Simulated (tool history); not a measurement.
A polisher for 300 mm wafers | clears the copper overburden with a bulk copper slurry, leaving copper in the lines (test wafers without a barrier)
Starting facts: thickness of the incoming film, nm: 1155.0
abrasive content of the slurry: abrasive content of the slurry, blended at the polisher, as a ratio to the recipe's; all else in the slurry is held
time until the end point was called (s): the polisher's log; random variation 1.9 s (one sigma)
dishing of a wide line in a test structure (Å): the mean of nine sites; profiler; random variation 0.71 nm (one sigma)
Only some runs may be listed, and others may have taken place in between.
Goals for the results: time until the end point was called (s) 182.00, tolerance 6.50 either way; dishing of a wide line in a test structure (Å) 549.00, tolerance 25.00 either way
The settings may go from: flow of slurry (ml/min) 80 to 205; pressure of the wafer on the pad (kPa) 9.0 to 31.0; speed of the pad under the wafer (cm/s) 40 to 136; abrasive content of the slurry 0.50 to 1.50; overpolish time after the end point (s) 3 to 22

run,hour,flow of slurry (ml/min),pressure of the wafer on the pad (kPa),speed of the pad under the wafer (cm/s),abrasive content of the slurry,overpolish time after the end point (s),time until the end point was called (s),dishing of a wide line in a test structure (Å)
1,0.0,135,20.0,88,1.00,11,115.92,513.30
2,5.7,135,20.0,76,1.00,11,134.22,474.45
3,7.6,135,15.9,76,1.00,11,167.18,398.23
4,12.2,130,15.9,76,1.00,13,164.19,437.70
5,14.9,130,15.2,74,1.00,15,175.47,480.56
6,23.8,130,15.2,74,1.10,15,171.03,470.78
7,26.1,130,15.2,74,1.05,16,175.17,486.69
8,32.7,120,14.5,74,1.10,19,185.96,521.84

Which one of the following 5 next-run settings gets every result inside its allowed miss? There is exactly one.
A,39.3,135,14.5,74,1.05,20,?,?
B,39.3,105,13.1,76,1.25,20,?,?
C,39.3,130,15.2,70,1.10,17,?,?
D,39.3,105,14.5,80,0.80,18,?,?
E,39.3,115,13.8,76,1.10,18,?,?

move,time until the end point was called (s),dishing of a wide line in a test structure (Å)
A,184.10,531.71
B,200.85,498.53
C,184.19,487.63
D,190.88,490.65
E,192.62,484.52
A: hits every target within its allowed miss
B: the biggest miss grows against the last run
C: the biggest miss grows against the last run
D: the biggest miss grows against the last run
E: the biggest miss grows against the last run
Move A is the one to make.
